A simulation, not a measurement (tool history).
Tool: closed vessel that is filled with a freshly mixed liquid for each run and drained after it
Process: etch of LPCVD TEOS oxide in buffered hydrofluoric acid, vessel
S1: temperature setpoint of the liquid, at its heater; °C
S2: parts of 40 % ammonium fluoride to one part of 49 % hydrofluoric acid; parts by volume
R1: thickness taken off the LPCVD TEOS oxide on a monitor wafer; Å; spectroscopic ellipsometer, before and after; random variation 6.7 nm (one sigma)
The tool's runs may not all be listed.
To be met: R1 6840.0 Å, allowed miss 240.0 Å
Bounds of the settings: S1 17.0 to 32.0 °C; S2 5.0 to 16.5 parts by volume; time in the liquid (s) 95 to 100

{"run": 1, "hour": 0.0, "S1": 24.0, "S2": 10.0, "time in the liquid (s)": 95, "R1": 4026.1}
{"run": 2, "hour": 8.1, "S1": 24.0, "S2": 10.0, "time in the liquid (s)": 95, "R1": 3962.9}
{"run": 3, "hour": 16.6, "S1": 24.0, "S2": 10.0, "time in the liquid (s)": 95, "R1": 4013.9}
{"run": 4, "hour": 24.9, "S1": 25.5, "S2": 10.0, "time in the liquid (s)": 95, "R1": 4316.3}
{"hour": 33.6, "done": "thermometer replaced"}
{"run": 5, "hour": 33.6, "S1": 26.5, "S2": 9.5, "time in the liquid (s)": 95, "R1": 4129.4}
{"run": 6, "hour": 39.5, "S1": 28.0, "S2": 9.5, "time in the liquid (s)": 95, "R1": 4542.6}
{"run": 7, "hour": 43.3, "S1": 28.5, "S2": 8.5, "time in the liquid (s)": 95, "R1": 5124.8}
{"run": 8, "hour": 50.4, "S1": 29.0, "S2": 8.0, "time in the liquid (s)": 95, "R1": 5621.2}
{"run": 9, "hour": 59.3, "S1": 29.5, "S2": 8.0, "time in the liquid (s)": 95, "R1": 5785.1}

5 next moves are on the table. One of them brings every result within its allowed miss. Which?
{"run": "A", "hour": 68.2, "S1": 31.0, "S2": 7.0, "time in the liquid (s)": 100, "R1": "?"}
{"run": "B", "hour": 68.2, "S1": 31.5, "S2": 8.0, "time in the liquid (s)": 100, "R1": "?"}
{"run": "C", "hour": 68.2, "S1": 30.5, "S2": 6.5, "time in the liquid (s)": 95, "R1": "?"}
{"run": "D", "hour": 68.2, "S1": 32.0, "S2": 7.5, "time in the liquid (s)": 100, "R1": "?"}
{"run": "E", "hour": 68.2, "S1": 26.5, "S2": 5.5, "time in the liquid (s)": 100, "R1": "?"}

move=A R1=7486.7
move=B R1=6653.1
move=C R1=7389.0
move=D R1=7320.3
move=E R1=7262.6
A: takes the result that was furthest off past its target
B: meets every target
C: takes the result that was furthest off past its target
D: takes the result that was furthest off past its target
E: takes the result that was furthest off past its target
Move B is the one to make.
